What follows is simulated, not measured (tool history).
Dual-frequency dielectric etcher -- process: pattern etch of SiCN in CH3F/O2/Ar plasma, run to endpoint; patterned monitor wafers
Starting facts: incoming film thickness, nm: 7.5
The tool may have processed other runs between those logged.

{"run": 1, "hour": 0.0, "source power (W)": 360, "bias power (W)": 55, "endpoint time (s)": 22.673}
{"run": 2, "hour": 5.2, "source power (W)": 300, "bias power (W)": 55, "endpoint time (s)": 24.669}
{"run": 3, "hour": 8.6, "source power (W)": 330, "bias power (W)": 55, "endpoint time (s)": 23.039}
{"run": 4, "hour": 11.3, "source power (W)": 360, "bias power (W)": 56, "endpoint time (s)": 22.268}
{"run": 5, "hour": 20.1, "source power (W)": 400, "bias power (W)": 56, "endpoint time (s)": 21.685}
{"run": 6, "hour": 24.9, "source power (W)": 360, "bias power (W)": 56, "endpoint time (s)": 22.697}
{"run": 7, "hour": 32.1, "source power (W)": 390, "bias power (W)": 59, "endpoint time (s)": 21.419}
{"run": 8, "hour": 40.0, "source power (W)": 410, "bias power (W)": 61, "endpoint time (s)": 20.981}

Run 9 is up next; what results do you expect?
{"run": 9, "hour": 44.2, "source power (W)": 430, "bias power (W)": 63, "endpoint time (s)": "?"}

endpoint time (s): 20.150

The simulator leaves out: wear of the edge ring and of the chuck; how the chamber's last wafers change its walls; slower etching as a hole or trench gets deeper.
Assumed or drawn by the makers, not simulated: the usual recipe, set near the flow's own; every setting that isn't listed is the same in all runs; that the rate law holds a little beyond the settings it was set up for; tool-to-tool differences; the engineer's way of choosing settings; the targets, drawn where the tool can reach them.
